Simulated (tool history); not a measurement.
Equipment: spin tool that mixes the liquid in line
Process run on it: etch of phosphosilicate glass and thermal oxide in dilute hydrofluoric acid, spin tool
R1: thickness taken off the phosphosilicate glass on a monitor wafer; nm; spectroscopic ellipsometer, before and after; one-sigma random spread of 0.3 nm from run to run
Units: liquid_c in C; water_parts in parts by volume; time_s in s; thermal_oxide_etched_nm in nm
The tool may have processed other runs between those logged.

{"run": 1, "day": 0.0, "liquid_c": 25, "water_parts": 125, "time_s": 30, "R1": 25.43, "thermal_oxide_etched_nm": 1.1101}
{"run": 2, "day": 0.212, "liquid_c": 22, "water_parts": 125, "time_s": 30, "R1": 22.523, "thermal_oxide_etched_nm": 1.0012}
{"run": 3, "day": 0.317, "liquid_c": 23.5, "water_parts": 120, "time_s": 30, "R1": 25.157, "thermal_oxide_etched_nm": 1.0689}
{"run": 4, "day": 0.446, "liquid_c": 23.5, "water_parts": 85, "time_s": 30, "R1": 37.075, "thermal_oxide_etched_nm": 1.6299}
{"run": 5, "day": 0.579, "liquid_c": 25.5, "water_parts": 85, "time_s": 30, "R1": 39.689, "thermal_oxide_etched_nm": 1.6945}
{"run": 6, "day": 0.725, "liquid_c": 25.5, "water_parts": 85, "time_s": 40, "R1": 53.042, "thermal_oxide_etched_nm": 2.2652}
{"run": 7, "day": 0.838, "liquid_c": 25, "water_parts": 85, "time_s": 40, "R1": 52.539, "thermal_oxide_etched_nm": 2.3334}
{"run": 8, "day": 0.992, "liquid_c": 24.5, "water_parts": 85, "time_s": 40, "R1": 51.67, "thermal_oxide_etched_nm": 2.3952}
{"run": 9, "day": 1.262, "liquid_c": 22.5, "water_parts": 90, "time_s": 40, "R1": 44.637, "thermal_oxide_etched_nm": 1.8999}
{"run": 10, "day": 1.5, "liquid_c": 22.5, "water_parts": 90, "time_s": 40, "R1": 44.479, "thermal_oxide_etched_nm": 1.9641}

What does the tool deliver on the next run?
{"run": 11, "day": 1.533, "liquid_c": 22.5, "water_parts": 90, "time_s": 40, "R1": "?", "thermal_oxide_etched_nm": "?"}

R1: 44.84 nm
thermal_oxide_etched_nm: 1.8698 nm
